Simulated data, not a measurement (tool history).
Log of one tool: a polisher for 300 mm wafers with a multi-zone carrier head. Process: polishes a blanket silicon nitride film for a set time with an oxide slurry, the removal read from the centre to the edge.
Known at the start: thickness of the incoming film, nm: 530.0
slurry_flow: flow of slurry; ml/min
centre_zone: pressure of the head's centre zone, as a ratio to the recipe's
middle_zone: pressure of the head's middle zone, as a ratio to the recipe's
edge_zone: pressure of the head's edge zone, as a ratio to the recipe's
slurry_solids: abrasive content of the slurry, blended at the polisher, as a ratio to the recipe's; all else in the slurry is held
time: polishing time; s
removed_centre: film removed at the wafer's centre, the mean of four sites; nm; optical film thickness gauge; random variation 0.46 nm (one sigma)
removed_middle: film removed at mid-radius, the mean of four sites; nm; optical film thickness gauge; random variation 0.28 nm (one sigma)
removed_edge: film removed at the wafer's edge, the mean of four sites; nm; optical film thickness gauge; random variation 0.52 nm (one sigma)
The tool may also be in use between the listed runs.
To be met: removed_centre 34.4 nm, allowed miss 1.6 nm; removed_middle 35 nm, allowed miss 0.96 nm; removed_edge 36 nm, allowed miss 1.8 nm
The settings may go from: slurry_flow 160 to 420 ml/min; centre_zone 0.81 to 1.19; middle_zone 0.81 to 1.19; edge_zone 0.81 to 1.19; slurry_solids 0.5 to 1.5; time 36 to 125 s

run,hour,slurry_flow,centre_zone,middle_zone,edge_zone,slurry_solids,time,removed_centre,removed_middle,removed_edge
1,0,270,1,1,1,1,80,44.936,45.134,45.746
2,5.1,270,1,1.06,1,1,80,44.906,48.664,47.387
3,12.8,270,1,1.06,1,1,63,35.59,37.581,36.701
4,21,270,0.96,1.06,1,1,63,34.383,37.703,36.345
5,30,270,0.96,1.06,1,1,73,40.227,43.234,41.416
6,31.2,270,0.96,1.06,1,1,61,33.995,36.033,35.201
7,40,270,0.96,1.05,1.01,1,61,34.434,36.815,34.88
8,44.3,215,0.92,0.95,1.1,1.05,61,32.072,33.479,37.427
9,49.8,225,0.93,0.96,1.08,1.05,61,32.219,33.627,36.642
10,56.7,235,0.94,0.97,1.07,1.05,61,33.472,33.901,35.305

Which of these 5 next moves meets every target?
A,63.6,205,1.02,1.02,1.02,1.15,59,?,?,?
B,63.6,200,0.98,1,1.01,1.3,55,?,?,?
C,63.6,185,1.02,0.94,1.11,1.1,62,?,?,?
D,63.6,195,0.98,0.91,1.12,0.95,64,?,?,?
E,63.6,160,0.84,0.96,1.07,0.5,94,?,?,?

move,removed_centre,removed_middle,removed_edge
A,34.276,34.202,35.348
B,32.452,32.736,34.265
C,34.662,32.438,37.603
D,33.15,31,36.977
E,31.168,33.756,38.037
A: meets every target
B: further off than the last run
C: further off than the last run
D: further off than the last run
E: further off than the last run
The right move is A.
